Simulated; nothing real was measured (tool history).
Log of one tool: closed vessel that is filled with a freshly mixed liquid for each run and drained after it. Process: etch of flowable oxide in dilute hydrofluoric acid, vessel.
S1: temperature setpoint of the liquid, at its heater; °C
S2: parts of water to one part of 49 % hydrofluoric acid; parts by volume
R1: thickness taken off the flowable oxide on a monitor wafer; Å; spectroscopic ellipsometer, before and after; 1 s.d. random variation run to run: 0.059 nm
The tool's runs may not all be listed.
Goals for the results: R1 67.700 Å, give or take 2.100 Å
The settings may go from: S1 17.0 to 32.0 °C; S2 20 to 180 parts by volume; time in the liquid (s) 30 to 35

Run 1, day 0.000: S1 24.0 °C, S2 100 parts by volume, time in the liquid (s) 35. Result: R1 103.960 Å.
Run 2, day 0.300: S1 23.0 °C, S2 100 parts by volume, time in the liquid (s) 35. Result: R1 99.722 Å.
Run 3, day 0.358: S1 23.0 °C, S2 75 parts by volume, time in the liquid (s) 35. Result: R1 139.350 Å.
Run 4, day 0.604: S1 22.5 °C, S2 80 parts by volume, time in the liquid (s) 35. Result: R1 126.060 Å.
Run 5, day 0.892: S1 22.5 °C, S2 100 parts by volume, time in the liquid (s) 35. Result: R1 99.741 Å.
Run 6, day 1.000: S1 22.5 °C, S2 130 parts by volume, time in the liquid (s) 35. Result: R1 72.383 Å.
Run 7, day 1.100: S1 22.0 °C, S2 130 parts by volume, time in the liquid (s) 35. Result: R1 72.565 Å.
Run 8, day 1.300: S1 21.5 °C, S2 130 parts by volume, time in the liquid (s) 35. Result: R1 70.953 Å.

Exactly one of the 5 candidate moves below puts every result within its allowed miss. Which one?
Run A, day 1.500: S1 19.5 °C, S2 115 parts by volume, time in the liquid (s) 30. Result: R1 ?.
Run B, day 1.500: S1 24.5 °C, S2 140 parts by volume, time in the liquid (s) 35. Result: R1 ?.
Run C, day 1.500: S1 21.0 °C, S2 125 parts by volume, time in the liquid (s) 30. Result: R1 ?.
Run D, day 1.500: S1 21.5 °C, S2 125 parts by volume, time in the liquid (s) 35. Result: R1 ?.
Run E, day 1.500: S1 21.0 °C, S2 115 parts by volume, time in the liquid (s) 30. Result: R1 ?.

move      R1
   A  65.151
   B  73.994
   C  62.998
   D  74.980
   E  69.240
A: pushes the last run's worst result past its target
B: further off than the last run
C: pushes the last run's worst result past its target
D: further off than the last run
E: all results land within tolerance of their targets
The right move is E.
